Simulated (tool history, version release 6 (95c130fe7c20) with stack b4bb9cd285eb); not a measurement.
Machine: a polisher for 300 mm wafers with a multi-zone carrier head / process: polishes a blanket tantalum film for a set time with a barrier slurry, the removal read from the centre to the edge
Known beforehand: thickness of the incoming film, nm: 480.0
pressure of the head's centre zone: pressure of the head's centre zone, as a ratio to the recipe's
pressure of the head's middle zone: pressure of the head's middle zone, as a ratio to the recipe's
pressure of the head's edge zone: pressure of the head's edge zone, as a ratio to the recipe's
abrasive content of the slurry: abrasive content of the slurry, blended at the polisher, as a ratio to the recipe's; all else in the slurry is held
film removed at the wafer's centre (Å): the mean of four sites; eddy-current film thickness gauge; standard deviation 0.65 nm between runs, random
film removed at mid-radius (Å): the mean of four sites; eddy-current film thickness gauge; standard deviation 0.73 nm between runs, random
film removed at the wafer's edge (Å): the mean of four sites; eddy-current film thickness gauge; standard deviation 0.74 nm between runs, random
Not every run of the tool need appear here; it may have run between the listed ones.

run,day,flow of slurry (ml/min),pressure of the head's centre zone,pressure of the head's middle zone,pressure of the head's edge zone,abrasive content of the slurry,polishing time (s),film removed at the wafer's centre (Å),film removed at mid-radius (Å),film removed at the wafer's edge (Å)
1,0.000,265,1.00,1.00,1.00,1.00,55,902.58,923.06,943.06
2,0.300,255,0.98,0.98,0.96,0.95,55,859.06,869.42,877.62
3,0.417,255,0.98,0.98,0.96,0.95,68,1081.20,1087.10,1087.50
4,0.575,245,0.94,0.95,0.93,0.85,68,994.61,1037.10,1041.80
5,0.808,240,0.93,0.93,0.90,0.75,67,926.97,958.30,987.37
6,1.167,235,0.93,0.93,0.88,0.70,66,892.12,908.68,927.70
7,1.488,230,0.92,0.93,0.86,0.65,66,860.48,898.21,900.70
8,1.696,225,0.92,0.92,0.85,0.60,66,844.95,868.75,863.47
9,1.933,190,0.86,0.85,0.81,0.55,66,722.98,767.83,813.97
10,1.971,260,0.91,0.89,0.82,0.50,64,748.46,759.44,784.49

Run 11 has not been measured yet. What should we expect?
11,2.004,260,0.91,0.90,0.83,0.50,64,?,?,?

Logged for run 11: film removed at the wafer's centre (Å) 756.43, film removed at mid-radius (Å) 764.94, film removed at the wafer's edge (Å) 787.65.

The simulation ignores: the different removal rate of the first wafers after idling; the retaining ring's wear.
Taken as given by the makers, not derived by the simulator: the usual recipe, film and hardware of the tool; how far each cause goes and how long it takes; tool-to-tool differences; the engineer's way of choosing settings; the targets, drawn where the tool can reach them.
